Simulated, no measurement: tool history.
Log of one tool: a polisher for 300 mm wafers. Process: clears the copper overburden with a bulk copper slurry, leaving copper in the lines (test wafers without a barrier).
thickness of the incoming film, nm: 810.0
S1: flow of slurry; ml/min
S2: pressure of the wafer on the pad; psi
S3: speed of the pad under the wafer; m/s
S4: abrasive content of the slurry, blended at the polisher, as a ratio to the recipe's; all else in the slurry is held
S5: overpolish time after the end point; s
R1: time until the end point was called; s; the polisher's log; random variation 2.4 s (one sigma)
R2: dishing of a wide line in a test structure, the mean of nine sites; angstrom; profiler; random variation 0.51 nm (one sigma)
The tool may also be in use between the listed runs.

| run | day | S1 | S2 | S3 | S4 | S5 | R1 | R2 |
|---|---|---|---|---|---|---|---|---|
| 1 | 0 | 200 | 2.2 | 1.36 | 1 | 15 | 107.36 | 506.97 |
| 2 | 0.121 | 200 | 2 | 1.36 | 1 | 13 | 112.7 | 461.53 |
| 3 | 0.179 | 200 | 2.5 | 1.36 | 1 | 13 | 91.173 | 526.16 |
| 4 | 0.217 | 200 | 2.3 | 1.36 | 1 | 11 | 97.864 | 450.75 |
| 5 | 0.421 | 200 | 2.1 | 1.36 | 1 | 11 | 106.29 | 427.58 |
| 6 | 0.629 | 200 | 2.1 | 1.36 | 1 | 16 | 109.84 | 509.48 |

The next listed run, before its measurement:
| 7 | 0.883 | 200 | 1.9 | 1.36 | 1 | 14 | ? | ? |

{"run 7": {"R1": 119.82, "R2": 453.56}}

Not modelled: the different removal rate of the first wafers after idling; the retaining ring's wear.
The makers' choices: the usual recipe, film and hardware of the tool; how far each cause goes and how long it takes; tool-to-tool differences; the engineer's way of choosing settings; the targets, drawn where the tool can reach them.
